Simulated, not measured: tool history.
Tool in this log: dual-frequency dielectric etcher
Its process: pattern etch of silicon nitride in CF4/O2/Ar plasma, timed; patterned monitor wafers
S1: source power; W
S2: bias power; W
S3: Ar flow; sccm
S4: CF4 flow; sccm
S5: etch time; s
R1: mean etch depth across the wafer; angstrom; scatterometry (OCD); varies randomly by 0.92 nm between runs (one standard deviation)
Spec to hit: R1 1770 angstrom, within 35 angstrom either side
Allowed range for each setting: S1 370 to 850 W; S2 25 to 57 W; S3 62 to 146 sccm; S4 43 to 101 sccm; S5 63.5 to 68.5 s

run	hour	S1	S2	S3	S4	S5	R1
1	0	610	41	104	72	68.5	1421.4
2	4	640	41	104	72	68.5	1486.2
3	9.7	670	41	104	72	68.5	1568.9
4	11.1	670	41	97	72	68.5	1581.1
5	19.1	690	41	97	72	68.5	1619.1
# hour 26.9: bias power generator calibrated
6	26.9	690	41	97	62	68.5	1557.8
7	31.9	710	41	97	62	68.5	1613.4
8	33.9	720	41	97	62	68.5	1635.4

Which one of the following 4 next-run settings gets every result inside its allowed miss? There is exactly one.
A	35.9	770	28	75	71	66	?
B	35.9	800	40	92	71	65	?
C	35.9	640	43	89	62	67.5	?
D	35.9	690	41	102	61	68.5	?

move	R1
A	1572.9
B	1763.5
C	1453.9
D	1531.5
A: its largest miss is bigger than the last run's
B: each result inside its tolerance
C: its largest miss is bigger than the last run's
D: its largest miss is bigger than the last run's
Move B is the one to make.
